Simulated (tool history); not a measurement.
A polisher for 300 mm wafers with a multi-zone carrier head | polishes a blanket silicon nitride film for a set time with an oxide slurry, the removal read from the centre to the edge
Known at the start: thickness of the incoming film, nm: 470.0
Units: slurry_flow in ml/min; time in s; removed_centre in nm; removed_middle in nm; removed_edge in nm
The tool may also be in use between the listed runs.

run  hour  slurry_flow  centre_zone  middle_zone  edge_zone  slurry_solids  time  removed_centre  removed_middle  removed_edge
  1   0.0          215         1.00         1.00       1.00           1.00    81          56.781          56.266        57.955
  2   7.1          215         1.00         1.08       1.00           1.00    81          56.319          59.265        57.947
  3  13.3          215         1.00         1.08       1.08           1.00    81          56.345          58.587        61.015
  4  21.0          230         1.04         1.05       1.11           1.10    81          62.170          60.952        64.776
  5  23.7          230         0.96         1.05       1.11           1.10    81          56.706          62.008        64.093
  6  25.8          230         0.96         0.99       1.11           1.10    81          56.920          58.109        63.765
  7  30.7          225         1.01         0.97       1.13           1.20    82          62.725          60.179        67.583
  8  31.9          230         1.04         0.95       1.15           1.30    82          67.135          61.803        70.701
  9  34.4          240         1.06         0.93       1.16           1.35    82          69.740          61.130        72.047
 10  39.0          245         1.08         0.93       1.17           1.40    83          73.512          63.743        74.980

Run 11 comes next. What will it give?
 11  41.5          250         1.09         0.92       1.18           1.45    83               ?               ?             ?

Run 11 gave removed_centre 74.039 nm, removed_middle 62.352 nm, removed_edge 76.630 nm.
